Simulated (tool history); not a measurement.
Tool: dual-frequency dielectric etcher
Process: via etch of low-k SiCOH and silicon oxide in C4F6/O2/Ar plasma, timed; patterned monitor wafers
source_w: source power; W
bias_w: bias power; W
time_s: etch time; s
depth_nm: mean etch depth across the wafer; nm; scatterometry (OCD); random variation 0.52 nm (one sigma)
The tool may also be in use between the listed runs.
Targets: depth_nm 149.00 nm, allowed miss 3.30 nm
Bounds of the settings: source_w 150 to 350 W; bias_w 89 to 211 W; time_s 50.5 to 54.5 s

Run 1, day 0.000: source_w 250 W, bias_w 150 W, time_s 54.5 s. Result: depth_nm 120.26 nm.
Run 2, day 0.238: source_w 270 W, bias_w 157 W, time_s 54.5 s. Result: depth_nm 126.67 nm.
Run 3, day 0.504: source_w 280 W, bias_w 161 W, time_s 54.5 s. Result: depth_nm 129.99 nm.
Run 4, day 0.683: source_w 290 W, bias_w 164 W, time_s 54.5 s. Result: depth_nm 133.86 nm.
Run 5, day 0.762: source_w 250 W, bias_w 164 W, time_s 54.5 s. Result: depth_nm 123.46 nm.
Run 6, day 0.929: source_w 250 W, bias_w 138 W, time_s 54.5 s. Result: depth_nm 116.59 nm.
Run 7, day 0.958: source_w 300 W, bias_w 168 W, time_s 54.5 s. Result: depth_nm 136.38 nm.
Run 8, day 1.050: source_w 300 W, bias_w 168 W, time_s 54.5 s. Result: depth_nm 136.66 nm.
Run 9, day 1.092: source_w 310 W, bias_w 169 W, time_s 54.5 s. Result: depth_nm 138.64 nm.
Run 10, day 1.200: source_w 320 W, bias_w 171 W, time_s 54.5 s. Result: depth_nm 142.07 nm.
Run 11, day 1.338: source_w 320 W, bias_w 172 W, time_s 54.5 s. Result: depth_nm 142.42 nm.
Run 12, day 1.388: source_w 320 W, bias_w 173 W, time_s 54.5 s. Result: depth_nm 142.01 nm.
Run 13, day 1.600: source_w 330 W, bias_w 174 W, time_s 54.5 s. Result: depth_nm 144.98 nm.

4 next moves are on the table. One of them brings every result within its allowed miss. Which?
Run A, day 1.812: source_w 340 W, bias_w 178 W, time_s 51.5 s. Result: depth_nm ?.
Run B, day 1.812: source_w 350 W, bias_w 178 W, time_s 50.5 s. Result: depth_nm ?.
Run C, day 1.812: source_w 330 W, bias_w 190 W, time_s 54.5 s. Result: depth_nm ?.
Run D, day 1.812: source_w 350 W, bias_w 141 W, time_s 54.5 s. Result: depth_nm ?.

move  depth_nm
   A    139.97
   B    139.24
   C    148.91
   D    140.20
A: further off than the last run
B: further off than the last run
C: meets every target
D: further off than the last run
The right move is C.

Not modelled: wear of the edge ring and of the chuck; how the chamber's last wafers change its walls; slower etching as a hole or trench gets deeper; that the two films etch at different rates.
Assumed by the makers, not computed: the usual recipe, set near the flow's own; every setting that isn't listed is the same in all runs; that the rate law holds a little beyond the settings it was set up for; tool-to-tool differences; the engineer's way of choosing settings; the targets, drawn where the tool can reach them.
